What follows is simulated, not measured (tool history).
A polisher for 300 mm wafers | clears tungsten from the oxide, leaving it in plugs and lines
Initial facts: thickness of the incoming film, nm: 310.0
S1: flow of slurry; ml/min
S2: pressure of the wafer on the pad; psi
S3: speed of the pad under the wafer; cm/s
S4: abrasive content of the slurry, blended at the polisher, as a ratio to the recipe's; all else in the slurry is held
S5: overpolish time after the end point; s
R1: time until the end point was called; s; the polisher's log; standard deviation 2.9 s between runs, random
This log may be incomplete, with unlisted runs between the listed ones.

run 1 hour=0.0 | S1=205 S2=3.3 S3=88 S4=1.0 S5=6 | R1=100.45
run 2 hour=8.8 | S1=205 S2=3.3 S3=88 S4=1.2 S5=6 | R1=101.95
run 3 hour=11.6 | S1=205 S2=2.8 S3=86 S4=1.2 S5=6 | R1=119.05
run 4 hour=18.8 | S1=205 S2=2.8 S3=86 S4=1.2 S5=6 | R1=117.14
run 5 hour=27.4 | S1=205 S2=2.8 S3=86 S4=1.0 S5=6 | R1=122.48
run 6 hour=35.7 | S1=205 S2=2.4 S3=84 S4=1.0 S5=6 | R1=146.16

Estimate the outcome of run 7 from the log above:
run 7 hour=42.1 | S1=205 S2=2.2 S3=84 S4=1.0 S5=6 | R1=?

Run 7 measured R1 154.74 s.
